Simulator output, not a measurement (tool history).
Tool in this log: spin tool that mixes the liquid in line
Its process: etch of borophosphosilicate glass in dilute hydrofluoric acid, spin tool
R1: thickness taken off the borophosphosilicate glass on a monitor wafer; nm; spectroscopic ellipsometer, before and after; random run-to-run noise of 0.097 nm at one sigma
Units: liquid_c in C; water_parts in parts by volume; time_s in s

run 1 hour=0 | liquid_c=22 water_parts=125 time_s=15 | R1=6.6414
run 2 hour=5.7 | liquid_c=22 water_parts=125 time_s=15 | R1=6.5812
run 3 hour=10.2 | liquid_c=22 water_parts=125 time_s=15 | R1=6.5603
run 4 hour=10.9 | liquid_c=23.5 water_parts=110 time_s=15 | R1=8.0176
run 5 hour=14.9 | liquid_c=26 water_parts=110 time_s=15 | R1=8.8582
run 6 hour=17.5 | liquid_c=24.5 water_parts=110 time_s=15 | R1=8.4287
run 7 hour=23.3 | liquid_c=25.5 water_parts=100 time_s=15 | R1=9.7297
run 8 hour=28.7 | liquid_c=26.5 water_parts=90 time_s=15 | R1=11.433

For run 9, what comes out?
run 9 hour=32.4 | liquid_c=27 water_parts=85 time_s=15 | R1=?

R1: 12.406 nm

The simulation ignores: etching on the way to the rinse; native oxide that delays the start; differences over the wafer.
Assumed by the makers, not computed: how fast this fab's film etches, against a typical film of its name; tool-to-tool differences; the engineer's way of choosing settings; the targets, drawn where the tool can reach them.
